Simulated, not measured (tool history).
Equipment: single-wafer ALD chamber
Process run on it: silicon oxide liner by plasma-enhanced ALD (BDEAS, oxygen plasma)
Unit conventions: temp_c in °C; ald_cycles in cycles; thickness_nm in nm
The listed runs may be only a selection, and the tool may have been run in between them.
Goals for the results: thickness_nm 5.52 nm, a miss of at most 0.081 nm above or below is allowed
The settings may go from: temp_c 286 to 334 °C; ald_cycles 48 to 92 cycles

run,hour,temp_c,ald_cycles,thickness_nm
1,0,310,70,6.4117
2,2.1,300,70,6.5052
3,2.6,301,67,6.1468
4,7.5,292,67,6.4361
5,12.9,286,67,6.5705
6,20.9,286,67,6.5669
7,21.7,294,66,6.3327
8,30,301,65,6.0044
9,31.9,305,65,5.943

Next run, 5 choices. One meets every target within its allowed miss, the rest don't. Which?
A,33.8,309,63,?
B,33.8,310,67,?
C,33.8,314,61,?
D,33.8,302,69,?
E,33.8,314,63,?

move,thickness_nm
A,5.7143
B,6.0679
C,5.4907
D,6.3254
E,5.6707
A: closer than the last run, but not yet in spec
B: its largest miss is bigger than the last run's
C: all results land within tolerance of their targets
D: its largest miss is bigger than the last run's
E: closer than the last run, but not yet in spec
The right move is C.
